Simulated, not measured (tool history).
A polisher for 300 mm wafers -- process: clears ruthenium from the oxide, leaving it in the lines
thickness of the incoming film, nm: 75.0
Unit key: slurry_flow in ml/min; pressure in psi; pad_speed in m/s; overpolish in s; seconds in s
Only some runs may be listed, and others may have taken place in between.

| run | day | slurry_flow | pressure | pad_speed | overpolish | seconds |
|---|---|---|---|---|---|---|
| 1 | 0 | 135 | 1.3 | 1.04 | 5 | 119.37 |
| 2 | 0.033 | 135 | 1.2 | 1.02 | 5 | 130.9 |
| 3 | 0.183 | 135 | 1.1 | 1 | 5 | 146.56 |
| 4 | 0.533 | 135 | 1.1 | 0.9 | 5 | 163.06 |
| 5 | 0.596 | 135 | 1.1 | 1.08 | 5 | 135.23 |
| 6 | 0.762 | 135 | 1.1 | 1.08 | 5 | 136.02 |
| 7 | 0.892 | 135 | 1 | 1.06 | 5 | 150.3 |
| 8 | 1.233 | 135 | 0.9 | 1.04 | 5 | 172.49 |

Run 9 has not been measured yet. What should we expect?
| 9 | 1.275 | 135 | 0.8 | 1.04 | 5 | ? |

Run 9 measured seconds 192.95 s.
